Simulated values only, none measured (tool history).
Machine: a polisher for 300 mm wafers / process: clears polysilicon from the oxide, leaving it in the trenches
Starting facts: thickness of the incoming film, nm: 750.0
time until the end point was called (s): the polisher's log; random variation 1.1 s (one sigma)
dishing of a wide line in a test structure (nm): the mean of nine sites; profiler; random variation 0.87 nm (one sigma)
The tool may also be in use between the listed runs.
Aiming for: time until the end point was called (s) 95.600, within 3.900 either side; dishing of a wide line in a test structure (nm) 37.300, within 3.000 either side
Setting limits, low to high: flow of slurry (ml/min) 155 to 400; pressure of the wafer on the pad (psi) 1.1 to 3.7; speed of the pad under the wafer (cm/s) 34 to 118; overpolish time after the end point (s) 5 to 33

run    day  flow of slurry (ml/min)  pressure of the wafer on the pad (psi)  speed of the pad under the wafer (cm/s)  overpolish time after the end point (s)  time until the end point was called (s)  dishing of a wide line in a test structure (nm)
  1  0.000                      255                                     2.4                                       76                                       17                                   94.867                                           50.887
  2  0.075                      255                                     2.6                                       76                                       17                                   88.568                                           51.859
  3  0.375                      255                                     2.6                                       76                                       22                                   89.894                                           52.997
  4  0.479                      255                                     2.6                                       84                                       22                                   81.272                                           54.616
  5  0.754                      255                                     2.6                                       84                                       18                                   82.074                                           50.919
  6  1.021                      225                                     2.3                                       90                                       14                                   88.436                                           48.397
  7  1.112                      205                                     2.2                                       94                                       11                                   91.228                                           44.670
  8  1.483                      155                                     2.1                                      100                                        5                                   94.192                                           28.295
  9  1.550                      170                                     2.0                                      100                                        6                                   98.674                                           30.592
 10  1.783                      225                                     2.0                                      102                                       14                                   92.479                                           48.648
 11  2.012                      205                                     2.0                                      102                                       13                                   93.338                                           46.185
 12  2.225                      195                                     2.0                                      102                                       12                                   94.287                                           45.542
 13  2.500                      190                                     2.0                                      100                                       11                                   97.651                                           44.619
     2.850  -- worn pad replaced by a new one
 14  2.850                      190                                     2.0                                      100                                       10                                   84.807                                           43.392
 15  2.958                      190                                     2.0                                      100                                       10                                   85.106                                           43.431
 16  3.167                      180                                     2.0                                       94                                        9                                   90.007                                           41.093
 17  3.333                      200                                     2.0                                       98                                        9                                   86.702                                           40.109
 18  3.429                      190                                     2.0                                       98                                        9                                   87.419                                           41.839
 19  3.592                      245                                     1.7                                       98                                        5                                   98.246                                           27.781
 20  3.642                      235                                     1.7                                      100                                        6                                   96.398                                           30.570
 21  3.867                      225                                     1.7                                      100                                        7                                   97.096                                           33.816
 22  4.104                      220                                     1.7                                      100                                        7                                   97.718                                           34.074
 23  4.254                      215                                     1.7                                      100                                        7                                   99.023                                           34.248
 24  4.333                      215                                     1.7                                      100                                        7                                   98.281                                           33.259
 25  4.500                      210                                     1.7                                      100                                        7                                   99.035                                           34.068

Which one of the following 4 next-run settings gets every result inside its allowed miss? There is exactly one.
  A  4.667                      160                                     2.0                                       98                                       11                                        ?                                                ?
  B  4.667                      230                                     1.8                                       96                                        8                                        ?                                                ?
  C  4.667                      215                                     2.3                                       70                                       13                                        ?                                                ?
  D  4.667                      250                                     1.9                                       78                                       14                                        ?                                                ?

move  time until the end point was called (s)  dishing of a wide line in a test structure (nm)
   A                                   88.397                                           43.533
   B                                   94.206                                           36.313
   C                                   95.492                                           45.049
   D                                  104.010                                           44.862
A: pushes the last run's worst result past its target
B: all results land within tolerance of their targets
C: pushes the last run's worst result past its target
D: pushes the last run's worst result past its target
B meets every target.
